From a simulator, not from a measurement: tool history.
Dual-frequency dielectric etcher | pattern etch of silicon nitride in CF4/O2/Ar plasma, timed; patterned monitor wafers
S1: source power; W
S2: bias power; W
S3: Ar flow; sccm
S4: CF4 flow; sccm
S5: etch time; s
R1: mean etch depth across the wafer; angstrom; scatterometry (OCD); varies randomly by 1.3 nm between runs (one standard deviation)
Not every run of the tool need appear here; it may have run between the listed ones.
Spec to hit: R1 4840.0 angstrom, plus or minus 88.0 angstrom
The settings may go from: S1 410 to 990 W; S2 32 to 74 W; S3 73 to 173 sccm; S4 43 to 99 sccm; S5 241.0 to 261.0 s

run 1 hour=0.0 | S1=700 S2=53 S3=123 S4=71 S5=261.0 | R1=6124.7
run 2 hour=3.1 | S1=810 S2=53 S3=123 S4=71 S5=261.0 | R1=7009.6
run 3 hour=10.0 | S1=810 S2=53 S3=123 S4=79 S5=261.0 | R1=7078.7
run 4 hour=15.7 | S1=750 S2=53 S3=123 S4=79 S5=261.0 | R1=6615.0
run 5 hour=17.2 | S1=700 S2=53 S3=123 S4=79 S5=261.0 | R1=6200.9
run 6 hour=21.9 | S1=800 S2=53 S3=123 S4=79 S5=261.0 | R1=7014.3
run 7 hour=27.0 | S1=740 S2=53 S3=123 S4=79 S5=261.0 | R1=6529.6
run 8 hour=28.5 | S1=690 S2=53 S3=123 S4=79 S5=261.0 | R1=6104.7
run 9 hour=32.3 | S1=650 S2=53 S3=123 S4=79 S5=261.0 | R1=5793.3
run 10 hour=39.1 | S1=620 S2=53 S3=123 S4=79 S5=261.0 | R1=5546.6
run 11 hour=44.1 | S1=600 S2=53 S3=123 S4=79 S5=261.0 | R1=5382.4
run 12 hour=46.3 | S1=500 S2=53 S3=123 S4=79 S5=261.0 | R1=4558.8
run 13 hour=47.4 | S1=510 S2=53 S3=123 S4=79 S5=261.0 | R1=4637.4
run 14 hour=50.7 | S1=520 S2=53 S3=123 S4=79 S5=261.0 | R1=4713.8

Which single option among these 5 for the next run brings every result within its allowed miss of target? Just one does.
run A hour=54.0 | S1=600 S2=42 S3=124 S4=96 S5=248.0 | R1=?
run B hour=54.0 | S1=550 S2=50 S3=132 S4=76 S5=250.5 | R1=?
run C hour=54.0 | S1=550 S2=53 S3=113 S4=71 S5=261.0 | R1=?
run D hour=54.0 | S1=530 S2=53 S3=112 S4=76 S5=244.0 | R1=?
run E hour=54.0 | S1=550 S2=49 S3=111 S4=81 S5=259.0 | R1=?

move=A R1=4688.7
move=B R1=4555.5
move=C R1=4971.0
move=D R1=4520.6
move=E R1=4835.8
A: the biggest miss grows against the last run
B: the biggest miss grows against the last run
C: the result that was furthest off in the last run now lies on the other side of its target
D: the biggest miss grows against the last run
E: every result within its allowed miss
Move E is the one to make.
